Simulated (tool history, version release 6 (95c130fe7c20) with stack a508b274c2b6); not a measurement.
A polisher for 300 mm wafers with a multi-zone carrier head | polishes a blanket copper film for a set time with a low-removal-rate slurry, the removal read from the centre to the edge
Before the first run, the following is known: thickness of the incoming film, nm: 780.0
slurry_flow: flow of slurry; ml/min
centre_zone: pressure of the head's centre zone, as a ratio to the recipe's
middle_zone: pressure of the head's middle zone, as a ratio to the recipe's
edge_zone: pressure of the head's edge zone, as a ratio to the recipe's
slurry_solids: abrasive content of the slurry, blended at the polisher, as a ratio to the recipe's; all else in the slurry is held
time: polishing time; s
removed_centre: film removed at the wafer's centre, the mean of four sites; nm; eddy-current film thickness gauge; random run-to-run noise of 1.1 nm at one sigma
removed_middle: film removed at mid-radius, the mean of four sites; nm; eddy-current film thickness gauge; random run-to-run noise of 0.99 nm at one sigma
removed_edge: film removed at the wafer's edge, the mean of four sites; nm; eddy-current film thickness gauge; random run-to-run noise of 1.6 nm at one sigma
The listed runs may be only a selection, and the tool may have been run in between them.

run 1 hour=0.0 | slurry_flow=210 centre_zone=1.00 middle_zone=1.00 edge_zone=1.00 slurry_solids=1.00 time=54 | removed_centre=162.62 removed_middle=164.90 removed_edge=172.39
run 2 hour=5.2 | slurry_flow=210 centre_zone=1.00 middle_zone=1.00 edge_zone=1.00 slurry_solids=0.85 time=54 | removed_centre=158.74 removed_middle=159.67 removed_edge=166.83
run 3 hour=5.8 | slurry_flow=210 centre_zone=1.06 middle_zone=1.00 edge_zone=1.00 slurry_solids=0.85 time=54 | removed_centre=170.86 removed_middle=157.60 removed_edge=164.39
run 4 hour=7.6 | slurry_flow=200 centre_zone=1.05 middle_zone=0.96 edge_zone=0.96 slurry_solids=0.75 time=49 | removed_centre=148.05 removed_middle=132.84 removed_edge=139.53
run 5 hour=15.4 | slurry_flow=200 centre_zone=1.05 middle_zone=0.96 edge_zone=1.02 slurry_solids=0.75 time=49 | removed_centre=145.52 removed_middle=137.07 removed_edge=145.18
run 6 hour=18.2 | slurry_flow=190 centre_zone=1.03 middle_zone=0.91 edge_zone=0.97 slurry_solids=0.65 time=48 | removed_centre=133.25 removed_middle=123.34 removed_edge=135.97

Predict the results of run 7:
run 7 hour=26.8 | slurry_flow=185 centre_zone=1.03 middle_zone=0.89 edge_zone=0.93 slurry_solids=0.60 time=47 | removed_centre=? removed_middle=? removed_edge=?

{"run 7": {"removed_centre": 129.02, "removed_middle": 115.75, "removed_edge": 125.47}}

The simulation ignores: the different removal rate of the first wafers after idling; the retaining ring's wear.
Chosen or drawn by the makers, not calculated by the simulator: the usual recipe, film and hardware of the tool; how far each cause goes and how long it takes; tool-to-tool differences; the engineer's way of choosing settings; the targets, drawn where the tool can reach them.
